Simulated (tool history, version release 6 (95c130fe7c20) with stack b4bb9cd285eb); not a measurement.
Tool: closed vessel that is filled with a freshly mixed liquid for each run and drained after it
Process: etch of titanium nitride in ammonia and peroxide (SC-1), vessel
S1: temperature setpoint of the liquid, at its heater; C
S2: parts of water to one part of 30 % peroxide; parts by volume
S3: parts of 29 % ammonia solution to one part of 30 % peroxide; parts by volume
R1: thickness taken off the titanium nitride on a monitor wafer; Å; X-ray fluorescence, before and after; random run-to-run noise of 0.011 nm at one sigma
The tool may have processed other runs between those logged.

Run 1, hour 0.0: S1 54 C, S2 16 parts by volume, S3 0.80 parts by volume, time in the liquid (s) 105. Result: R1 61.777 Å.
Run 2, hour 7.0: S1 54 C, S2 16 parts by volume, S3 0.80 parts by volume, time in the liquid (s) 105. Result: R1 61.408 Å.
Run 3, hour 9.7: S1 54 C, S2 21 parts by volume, S3 0.80 parts by volume, time in the liquid (s) 105. Result: R1 53.037 Å.
Run 4, hour 13.4: S1 54 C, S2 21 parts by volume, S3 0.55 parts by volume, time in the liquid (s) 105. Result: R1 49.657 Å.
Run 5, hour 20.2: S1 48 C, S2 21 parts by volume, S3 0.55 parts by volume, time in the liquid (s) 105. Result: R1 32.722 Å.
Run 6, hour 29.0: S1 51 C, S2 21 parts by volume, S3 0.55 parts by volume, time in the liquid (s) 105. Result: R1 40.611 Å.
Run 7, hour 30.9: S1 50 C, S2 21 parts by volume, S3 0.55 parts by volume, time in the liquid (s) 105. Result: R1 37.749 Å.

Expected results for the next run?
Run 8, hour 39.5: S1 49 C, S2 21 parts by volume, S3 0.55 parts by volume, time in the liquid (s) 105. Result: R1 ?.

{"run 8": {"R1": 35.092}}

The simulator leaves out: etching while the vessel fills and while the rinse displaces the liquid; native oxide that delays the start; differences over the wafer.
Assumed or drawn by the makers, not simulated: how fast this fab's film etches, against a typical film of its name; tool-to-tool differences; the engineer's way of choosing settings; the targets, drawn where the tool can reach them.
